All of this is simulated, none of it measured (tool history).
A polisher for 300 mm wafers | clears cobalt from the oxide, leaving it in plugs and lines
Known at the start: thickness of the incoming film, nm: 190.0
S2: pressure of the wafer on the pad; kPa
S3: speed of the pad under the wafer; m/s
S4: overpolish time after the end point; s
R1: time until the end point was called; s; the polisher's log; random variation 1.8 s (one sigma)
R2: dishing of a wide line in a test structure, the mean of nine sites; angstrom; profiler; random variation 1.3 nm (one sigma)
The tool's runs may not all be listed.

run 1 hour=0 | flow_of_slurry_(ml/min)=275 S2=11.7 S3=1 S4=27 | R1=48.166 R2=586.9
run 2 hour=6 | flow_of_slurry_(ml/min)=275 S2=11.7 S3=0.86 S4=27 | R1=55.12 R2=550.77
run 3 hour=11.1 | flow_of_slurry_(ml/min)=275 S2=10.3 S3=0.82 S4=31 | R1=63.358 R2=553.92
run 4 hour=19 | flow_of_slurry_(ml/min)=275 S2=9 S3=0.78 S4=34 | R1=73.419 R2=547.29
run 5 hour=22.3 | flow_of_slurry_(ml/min)=275 S2=9 S3=0.94 S4=34 | R1=66.393 R2=563.53
run 6 hour=24.5 | flow_of_slurry_(ml/min)=275 S2=9 S3=0.94 S4=23 | R1=65.537 R2=447.66
run 7 hour=26.2 | flow_of_slurry_(ml/min)=275 S2=8.3 S3=0.88 S4=28 | R1=73.136 R2=458.2
run 8 hour=27.7 | flow_of_slurry_(ml/min)=275 S2=7.6 S3=0.84 S4=32 | R1=83.96 R2=479.95
run 9 hour=32.9 | flow_of_slurry_(ml/min)=275 S2=6.9 S3=0.82 S4=35 | R1=92.335 R2=498.14

Run 10 comes next. What will it give?
run 10 hour=36.4 | flow_of_slurry_(ml/min)=275 S2=6.9 S3=0.82 S4=37 | R1=? R2=?

{"run 10": {"R1": 91.365, "R2": 488.27}}
